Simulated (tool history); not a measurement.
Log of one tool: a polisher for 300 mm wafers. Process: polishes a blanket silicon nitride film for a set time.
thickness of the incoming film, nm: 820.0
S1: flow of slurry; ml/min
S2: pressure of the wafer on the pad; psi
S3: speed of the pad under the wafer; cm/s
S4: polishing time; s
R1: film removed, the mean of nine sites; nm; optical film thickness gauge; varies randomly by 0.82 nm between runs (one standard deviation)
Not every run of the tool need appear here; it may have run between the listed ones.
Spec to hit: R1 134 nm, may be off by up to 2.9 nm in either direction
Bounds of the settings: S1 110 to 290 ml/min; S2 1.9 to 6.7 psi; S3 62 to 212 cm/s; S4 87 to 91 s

{"run": 1, "day": 0.0, "S1": 185, "S2": 4.3, "S3": 136, "S4": 87, "R1": 218.35}
{"run": 2, "day": 0.167, "S1": 185, "S2": 4.3, "S3": 136, "S4": 87, "R1": 215.25}
{"run": 3, "day": 0.4, "S1": 185, "S2": 4.3, "S3": 124, "S4": 87, "R1": 197.72}
{"run": 4, "day": 0.504, "S1": 185, "S2": 4.3, "S3": 124, "S4": 87, "R1": 197.95}
{"run": 5, "day": 0.529, "S1": 185, "S2": 4.9, "S3": 124, "S4": 87, "R1": 227.26}
{"run": 6, "day": 0.854, "S1": 185, "S2": 4, "S3": 124, "S4": 87, "R1": 186.23}
{"run": 7, "day": 0.971, "S1": 145, "S2": 2.8, "S3": 122, "S4": 87, "R1": 125.3}
{"run": 8, "day": 1.15, "S1": 150, "S2": 2.8, "S3": 122, "S4": 87, "R1": 124.35}
{"run": 9, "day": 1.25, "S1": 180, "S2": 3.1, "S3": 122, "S4": 87, "R1": 142.84}
{"run": 10, "day": 1.492, "S1": 175, "S2": 3.1, "S3": 122, "S4": 87, "R1": 141.62}

Exactly one of the 5 candidate moves below puts every result within its allowed miss. Which one?
{"run": "A", "day": 1.733, "S1": 155, "S2": 3.3, "S3": 126, "S4": 88, "R1": "?"}
{"run": "B", "day": 1.733, "S1": 220, "S2": 2.5, "S3": 146, "S4": 91, "R1": "?"}
{"run": "C", "day": 1.733, "S1": 185, "S2": 2.8, "S3": 132, "S4": 91, "R1": "?"}
{"run": "D", "day": 1.733, "S1": 170, "S2": 3.6, "S3": 96, "S4": 87, "R1": "?"}
{"run": "E", "day": 1.733, "S1": 185, "S2": 3.4, "S3": 102, "S4": 89, "R1": "?"}

move=A R1=153.69
move=B R1=144.91
move=C R1=145.3
move=D R1=135.16
move=E R1=139.28
A: its largest miss is bigger than the last run's
B: its largest miss is bigger than the last run's
C: its largest miss is bigger than the last run's
D: in spec on every target
E: closes in on the targets versus the last run, not all within tolerance yet
So the answer is move D, the one that meets all the targets.
